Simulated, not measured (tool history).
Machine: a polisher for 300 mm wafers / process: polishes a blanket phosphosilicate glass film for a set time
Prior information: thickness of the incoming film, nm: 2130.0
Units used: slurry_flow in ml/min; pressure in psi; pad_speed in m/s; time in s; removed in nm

Run 1, hour 0: slurry_flow 195 ml/min, pressure 3.8 psi, pad_speed 1 m/s, slurry_solids 1, time 56 s. Result: removed 581.44 nm.
Run 2, hour 4.9: slurry_flow 200 ml/min, pressure 4.5 psi, pad_speed 1.08 m/s, slurry_solids 1, time 56 s. Result: removed 735.71 nm.
Run 3, hour 8: slurry_flow 200 ml/min, pressure 4.5 psi, pad_speed 1.18 m/s, slurry_solids 1, time 56 s. Result: removed 780.68 nm.
Run 4, hour 11.3: slurry_flow 200 ml/min, pressure 4.5 psi, pad_speed 1.18 m/s, slurry_solids 1, time 58 s. Result: removed 822.62 nm.
Run 5, hour 14.8: slurry_flow 200 ml/min, pressure 4.8 psi, pad_speed 1.18 m/s, slurry_solids 1, time 58 s. Result: removed 864.56 nm.
Run 6, hour 20.3: slurry_flow 250 ml/min, pressure 4.8 psi, pad_speed 1.18 m/s, slurry_solids 1, time 58 s. Result: removed 886.79 nm.
Run 7, hour 21: slurry_flow 250 ml/min, pressure 5.1 psi, pad_speed 1.22 m/s, slurry_solids 1, time 58 s. Result: removed 979.52 nm.
Run 8, hour 29.3: slurry_flow 250 ml/min, pressure 5.4 psi, pad_speed 1.26 m/s, slurry_solids 1, time 58 s. Result: removed 1045.7 nm.
Run 9, hour 37.3: slurry_flow 250 ml/min, pressure 5.6 psi, pad_speed 1.3 m/s, slurry_solids 1, time 58 s. Result: removed 1118.6 nm.

Predict the results of run 10:
Run 10, hour 45.1: slurry_flow 250 ml/min, pressure 5.7 psi, pad_speed 1.32 m/s, slurry_solids 1, time 58 s. Result: removed ?.

{"run 10": {"removed": 1162.3}}
